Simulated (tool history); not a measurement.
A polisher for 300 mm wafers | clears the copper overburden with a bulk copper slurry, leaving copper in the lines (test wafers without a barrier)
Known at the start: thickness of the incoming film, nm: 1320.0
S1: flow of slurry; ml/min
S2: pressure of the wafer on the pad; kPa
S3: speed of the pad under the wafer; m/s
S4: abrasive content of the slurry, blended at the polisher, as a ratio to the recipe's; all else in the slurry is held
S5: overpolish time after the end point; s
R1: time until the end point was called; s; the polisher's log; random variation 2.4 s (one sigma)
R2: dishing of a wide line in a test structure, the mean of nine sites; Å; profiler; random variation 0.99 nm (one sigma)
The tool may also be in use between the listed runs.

{"run": 1, "hour": 0.0, "S1": 315, "S2": 24.1, "S3": 1.2, "S4": 1.0, "S5": 30, "R1": 118.5, "R2": 1399.2}
{"run": 2, "hour": 7.2, "S1": 315, "S2": 22.1, "S3": 1.28, "S4": 1.0, "S5": 27, "R1": 120.43, "R2": 1334.2}
{"run": 3, "hour": 15.5, "S1": 340, "S2": 20.0, "S3": 1.3, "S4": 1.1, "S5": 24, "R1": 121.18, "R2": 1240.9}
{"run": 4, "hour": 24.0, "S1": 365, "S2": 18.6, "S3": 1.3, "S4": 1.15, "S5": 22, "R1": 128.82, "R2": 1155.6}
{"run": 5, "hour": 32.1, "S1": 385, "S2": 17.2, "S3": 1.34, "S4": 1.2, "S5": 20, "R1": 134.17, "R2": 1034.4}
{"run": 6, "hour": 39.7, "S1": 400, "S2": 16.5, "S3": 1.38, "S4": 1.25, "S5": 18, "R1": 128.84, "R2": 1005.5}
{"run": 7, "hour": 46.9, "S1": 415, "S2": 15.9, "S3": 1.42, "S4": 1.3, "S5": 17, "R1": 130.05, "R2": 964.59}

Forecast run 8:
{"run": 8, "hour": 55.0, "S1": 425, "S2": 15.2, "S3": 1.46, "S4": 1.35, "S5": 16, "R1": "?", "R2": "?"}

R1: 127.52 s
R2: 915.39 Å
